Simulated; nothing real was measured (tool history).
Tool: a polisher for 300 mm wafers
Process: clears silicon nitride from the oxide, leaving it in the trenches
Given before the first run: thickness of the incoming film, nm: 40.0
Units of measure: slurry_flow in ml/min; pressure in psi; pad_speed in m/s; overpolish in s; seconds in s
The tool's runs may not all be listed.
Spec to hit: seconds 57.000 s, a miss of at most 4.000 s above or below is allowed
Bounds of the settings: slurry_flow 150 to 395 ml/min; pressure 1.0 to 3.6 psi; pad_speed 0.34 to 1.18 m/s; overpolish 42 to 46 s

run,hour,slurry_flow,pressure,pad_speed,overpolish,seconds
1,0.0,250,2.3,0.76,42,83.090
2,1.7,250,2.8,0.76,42,72.553
3,7.5,250,2.5,0.76,42,78.918
4,12.6,250,2.1,0.76,42,91.633
5,14.0,250,2.1,0.76,46,92.179
6,14.8,250,2.3,0.78,46,79.676
7,21.4,250,2.4,0.78,46,80.438
8,26.8,250,2.5,0.80,46,75.880
9,32.9,250,2.6,0.82,46,73.549

Exercise: of the 4 proposed moves below, exactly one satisfies all targets within the stated allowed misses. Which move is it?
A,39.0,250,2.0,0.64,46,?
B,39.0,230,2.7,1.06,42,?
C,39.0,265,2.3,0.76,46,?
D,39.0,270,3.0,0.74,42,?

move,seconds
A,108.830
B,58.399
C,85.344
D,71.282
A: the biggest miss grows against the last run
B: every result lands within tolerance
C: the biggest miss grows against the last run
D: an improvement on the last run, though not all results are within tolerance
Move B is the one to make.
